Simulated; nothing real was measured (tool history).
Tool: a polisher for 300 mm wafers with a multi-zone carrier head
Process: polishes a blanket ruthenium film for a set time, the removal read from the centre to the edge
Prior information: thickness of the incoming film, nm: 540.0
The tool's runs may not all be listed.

| run | hour | flow of slurry (ml/min) | pressure of the head's centre zone | pressure of the head's middle zone | pressure of the head's edge zone | polishing time (s) | film removed at the wafer's centre (angstrom) | film removed at mid-radius (angstrom) | film removed at the wafer's edge (angstrom) |
|---|---|---|---|---|---|---|---|---|---|
| 1 | 0.0 | 245 | 1.00 | 1.00 | 1.00 | 76 | 755.35 | 770.31 | 721.90 |
| 2 | 7.6 | 235 | 0.97 | 0.96 | 0.99 | 75 | 722.08 | 722.90 | 712.04 |
| 3 | 16.5 | 270 | 0.97 | 0.96 | 0.99 | 75 | 730.08 | 743.58 | 717.89 |
| 4 | 19.3 | 255 | 0.95 | 0.94 | 0.97 | 74 | 710.44 | 711.54 | 698.61 |
| 5 | 21.4 | 245 | 0.93 | 0.93 | 0.96 | 73 | 683.95 | 696.71 | 684.37 |
| 6 | 29.2 | 245 | 0.93 | 0.96 | 0.96 | 73 | 681.96 | 723.81 | 693.46 |
| 7 | 29.8 | 235 | 0.92 | 0.94 | 0.96 | 73 | 667.85 | 705.15 | 682.49 |

What does the tool deliver on the next run?
| 8 | 36.9 | 225 | 0.92 | 0.92 | 0.97 | 73 | ? | ? | ? |

film removed at the wafer's centre (angstrom): 668.97
film removed at mid-radius (angstrom): 684.82
film removed at the wafer's edge (angstrom): 687.04
